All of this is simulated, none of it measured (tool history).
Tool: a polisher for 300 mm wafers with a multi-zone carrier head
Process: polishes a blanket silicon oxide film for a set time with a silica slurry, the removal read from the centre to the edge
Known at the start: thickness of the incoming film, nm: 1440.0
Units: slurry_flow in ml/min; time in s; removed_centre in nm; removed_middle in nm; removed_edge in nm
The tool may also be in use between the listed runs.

| run | day | slurry_flow | centre_zone | middle_zone | edge_zone | slurry_solids | time | removed_centre | removed_middle | removed_edge |
|---|---|---|---|---|---|---|---|---|---|---|
| 1 | 0.000 | 310 | 1.00 | 1.00 | 1.00 | 1.00 | 42 | 187.25 | 192.28 | 186.10 |
| 2 | 0.179 | 315 | 1.01 | 1.04 | 1.00 | 1.10 | 42 | 196.00 | 203.40 | 196.78 |
| 3 | 0.208 | 235 | 1.01 | 1.04 | 1.00 | 1.10 | 42 | 193.76 | 193.62 | 185.48 |
| 4 | 0.254 | 235 | 1.01 | 1.04 | 1.00 | 1.25 | 42 | 200.65 | 205.28 | 194.03 |
| 5 | 0.562 | 265 | 1.02 | 1.07 | 0.98 | 1.30 | 42 | 201.20 | 213.68 | 195.08 |
| 6 | 0.583 | 265 | 1.02 | 1.01 | 0.98 | 1.30 | 42 | 202.09 | 204.96 | 197.12 |
| 7 | 0.900 | 320 | 1.03 | 1.11 | 0.95 | 1.50 | 47 | 238.84 | 265.02 | 228.72 |

Forecast run 8:
| 8 | 1.104 | 325 | 1.04 | 1.13 | 0.95 | 1.50 | 47 | ? | ? | ? |

Run 8 gave removed_centre 243.32 nm, removed_middle 265.16 nm, removed_edge 227.54 nm.

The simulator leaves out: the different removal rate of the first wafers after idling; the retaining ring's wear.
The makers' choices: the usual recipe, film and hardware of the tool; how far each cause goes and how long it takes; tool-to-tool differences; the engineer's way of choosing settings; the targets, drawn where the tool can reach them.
